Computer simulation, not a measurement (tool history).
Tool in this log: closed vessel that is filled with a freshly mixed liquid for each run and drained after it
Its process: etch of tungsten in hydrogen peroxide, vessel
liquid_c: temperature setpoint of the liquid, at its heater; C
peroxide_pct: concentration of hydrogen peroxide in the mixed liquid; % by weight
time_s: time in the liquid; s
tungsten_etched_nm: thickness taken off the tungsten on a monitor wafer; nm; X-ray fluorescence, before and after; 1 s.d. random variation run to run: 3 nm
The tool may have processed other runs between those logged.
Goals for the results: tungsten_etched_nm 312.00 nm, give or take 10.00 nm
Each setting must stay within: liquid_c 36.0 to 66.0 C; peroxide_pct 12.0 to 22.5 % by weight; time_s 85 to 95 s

Run 1, hour 0.0: liquid_c 52.0 C, peroxide_pct 15.5 % by weight, time_s 85 s. Result: tungsten_etched_nm 172.58 nm.
Run 2, hour 5.9: liquid_c 49.0 C, peroxide_pct 15.5 % by weight, time_s 85 s. Result: tungsten_etched_nm 142.44 nm.
Run 3, hour 13.8: liquid_c 51.0 C, peroxide_pct 15.5 % by weight, time_s 85 s. Result: tungsten_etched_nm 159.32 nm.
Run 4, hour 21.1: liquid_c 53.0 C, peroxide_pct 15.5 % by weight, time_s 85 s. Result: tungsten_etched_nm 182.99 nm.
Run 5, hour 29.5: liquid_c 54.5 C, peroxide_pct 15.5 % by weight, time_s 85 s. Result: tungsten_etched_nm 199.83 nm.
Run 6, hour 30.7: liquid_c 55.5 C, peroxide_pct 15.5 % by weight, time_s 85 s. Result: tungsten_etched_nm 210.76 nm.
Run 7, hour 35.7: liquid_c 56.5 C, peroxide_pct 15.5 % by weight, time_s 85 s. Result: tungsten_etched_nm 221.14 nm.
Run 8, hour 41.5: liquid_c 57.5 C, peroxide_pct 15.5 % by weight, time_s 85 s. Result: tungsten_etched_nm 234.31 nm.
Run 9, hour 43.6: liquid_c 57.5 C, peroxide_pct 15.5 % by weight, time_s 85 s. Result: tungsten_etched_nm 238.94 nm.
Run 10, hour 47.8: liquid_c 58.0 C, peroxide_pct 15.5 % by weight, time_s 85 s. Result: tungsten_etched_nm 243.26 nm.
Run 11, hour 49.8: liquid_c 58.5 C, peroxide_pct 15.5 % by weight, time_s 85 s. Result: tungsten_etched_nm 255.88 nm.
Run 12, hour 51.3: liquid_c 59.0 C, peroxide_pct 15.5 % by weight, time_s 85 s. Result: tungsten_etched_nm 263.93 nm.
Run 13, hour 53.0: liquid_c 59.5 C, peroxide_pct 15.5 % by weight, time_s 85 s. Result: tungsten_etched_nm 264.70 nm.
Run 14, hour 56.0: liquid_c 60.0 C, peroxide_pct 15.5 % by weight, time_s 85 s. Result: tungsten_etched_nm 274.00 nm.

5 next moves are on the table. One of them brings every result within its allowed miss. Which?
Run A, hour 59.0: liquid_c 59.0 C, peroxide_pct 17.0 % by weight, time_s 85 s. Result: tungsten_etched_nm ?.
Run B, hour 59.0: liquid_c 56.5 C, peroxide_pct 14.0 % by weight, time_s 90 s. Result: tungsten_etched_nm ?.
Run C, hour 59.0: liquid_c 60.5 C, peroxide_pct 16.5 % by weight, time_s 90 s. Result: tungsten_etched_nm ?.
Run D, hour 59.0: liquid_c 58.0 C, peroxide_pct 16.5 % by weight, time_s 95 s. Result: tungsten_etched_nm ?.
Run E, hour 59.0: liquid_c 58.5 C, peroxide_pct 18.5 % by weight, time_s 90 s. Result: tungsten_etched_nm ?.

move  tungsten_etched_nm
   A              267.60
   B              222.26
   C              304.33
   D              278.04
   E              287.14
A: misses by more than the last run did
B: misses by more than the last run did
C: meets every target
D: closes in on the targets versus the last run, not all within tolerance yet
E: closes in on the targets versus the last run, not all within tolerance yet
C meets every target.

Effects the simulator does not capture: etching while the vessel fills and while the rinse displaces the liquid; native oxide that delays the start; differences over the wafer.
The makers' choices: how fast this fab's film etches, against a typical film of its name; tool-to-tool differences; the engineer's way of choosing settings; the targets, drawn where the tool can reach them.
